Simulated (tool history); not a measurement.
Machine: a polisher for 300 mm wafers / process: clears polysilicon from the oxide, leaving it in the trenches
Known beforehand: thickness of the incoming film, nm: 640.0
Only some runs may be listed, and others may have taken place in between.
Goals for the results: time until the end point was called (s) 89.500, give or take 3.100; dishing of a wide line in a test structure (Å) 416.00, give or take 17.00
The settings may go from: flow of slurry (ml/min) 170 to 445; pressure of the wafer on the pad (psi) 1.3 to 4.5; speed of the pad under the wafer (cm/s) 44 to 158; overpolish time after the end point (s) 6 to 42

run,hour,flow of slurry (ml/min),pressure of the wafer on the pad (psi),speed of the pad under the wafer (cm/s),overpolish time after the end point (s),time until the end point was called (s),dishing of a wide line in a test structure (Å)
1,0.0,285,2.9,100,21,44.774,447.73
2,2.7,285,2.9,112,21,39.264,441.34
3,11.6,285,2.4,112,21,48.212,449.20
4,14.1,260,2.1,106,17,56.891,434.45
5,20.7,260,2.6,106,17,48.160,443.77
6,29.0,260,2.6,96,17,52.243,455.02
7,36.1,245,2.2,96,14,60.542,429.71
8,42.8,275,1.4,86,22,102.510,414.00
9,45.3,275,1.5,86,21,97.089,425.18
10,54.3,250,1.5,86,21,97.763,417.66
11,59.3,235,1.8,86,21,82.282,436.62

Pick the move, out of 4, that brings all results within their allowed miss; only one does.
A,64.3,320,1.3,98,13,?,?
B,64.3,290,1.5,84,18,?,?
C,64.3,330,1.5,92,18,?,?
D,64.3,170,2.6,56,38,?,?

move,time until the end point was called (s),dishing of a wide line in a test structure (Å)
A,95.832,380.32
B,98.016,413.06
C,88.852,421.03
D,90.145,446.02
A: the result that was furthest off in the last run now lies on the other side of its target
B: the result that was furthest off in the last run now lies on the other side of its target
C: all results in spec
D: the worst result of the last run now meets its target, but another is out of spec
Answer: C

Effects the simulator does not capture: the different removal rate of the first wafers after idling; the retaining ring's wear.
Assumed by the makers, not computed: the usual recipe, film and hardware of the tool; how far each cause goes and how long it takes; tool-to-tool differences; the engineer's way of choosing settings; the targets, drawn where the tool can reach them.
